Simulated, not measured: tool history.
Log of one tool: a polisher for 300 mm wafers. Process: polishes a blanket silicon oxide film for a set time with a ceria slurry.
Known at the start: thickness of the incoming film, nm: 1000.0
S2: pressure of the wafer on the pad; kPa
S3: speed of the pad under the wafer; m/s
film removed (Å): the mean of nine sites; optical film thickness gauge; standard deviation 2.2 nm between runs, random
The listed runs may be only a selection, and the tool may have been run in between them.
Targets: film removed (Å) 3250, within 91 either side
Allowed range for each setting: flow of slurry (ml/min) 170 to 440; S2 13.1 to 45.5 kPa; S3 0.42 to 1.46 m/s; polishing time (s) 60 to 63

run 1 day=0 | flow_of_slurry_(ml/min)=280 S2=29 S3=0.94 polishing_time_(s)=60 | film_removed_(Å)=2621.9
run 2 day=0.175 | flow_of_slurry_(ml/min)=235 S2=29 S3=0.94 polishing_time_(s)=60 | film_removed_(Å)=2627.6
run 3 day=0.504 | flow_of_slurry_(ml/min)=235 S2=30.3 S3=0.94 polishing_time_(s)=60 | film_removed_(Å)=2686.5
run 4 day=0.717 | flow_of_slurry_(ml/min)=235 S2=30.3 S3=1.16 polishing_time_(s)=60 | film_removed_(Å)=3133.1
run 5 day=1.012 | flow_of_slurry_(ml/min)=235 S2=30.3 S3=1.16 polishing_time_(s)=60 | film_removed_(Å)=3117
run 6 day=1.192 | flow_of_slurry_(ml/min)=235 S2=24.8 S3=1.16 polishing_time_(s)=60 | film_removed_(Å)=2744.9
run 7 day=1.371 | flow_of_slurry_(ml/min)=235 S2=26.2 S3=1.16 polishing_time_(s)=60 | film_removed_(Å)=2856.6
run 8 day=1.462 | flow_of_slurry_(ml/min)=235 S2=26.9 S3=1.16 polishing_time_(s)=60 | film_removed_(Å)=2893.6
run 9 day=1.55 | flow_of_slurry_(ml/min)=235 S2=27.6 S3=1.16 polishing_time_(s)=60 | film_removed_(Å)=2955.5

Next run, 5 choices. One meets every target within its allowed miss, the rest don't. Which?
run A day=1.638 | flow_of_slurry_(ml/min)=170 S2=25.5 S3=1.12 polishing_time_(s)=62 | film_removed_(Å)=?
run B day=1.638 | flow_of_slurry_(ml/min)=230 S2=29 S3=1.18 polishing_time_(s)=63 | film_removed_(Å)=?
run C day=1.638 | flow_of_slurry_(ml/min)=245 S2=30.3 S3=1.04 polishing_time_(s)=60 | film_removed_(Å)=?
run D day=1.638 | flow_of_slurry_(ml/min)=230 S2=26.2 S3=1.16 polishing_time_(s)=61 | film_removed_(Å)=?
run E day=1.638 | flow_of_slurry_(ml/min)=240 S2=28.3 S3=1.14 polishing_time_(s)=61 | film_removed_(Å)=?

move=A film_removed_(Å)=2717.9
move=B film_removed_(Å)=3248.5
move=C film_removed_(Å)=2926.2
move=D film_removed_(Å)=2891.6
move=E film_removed_(Å)=3023.4
A: further off than the last run
B: every result within its allowed miss
C: further off than the last run
D: further off than the last run
E: nearer than the last run, and not there yet
The right move is B.
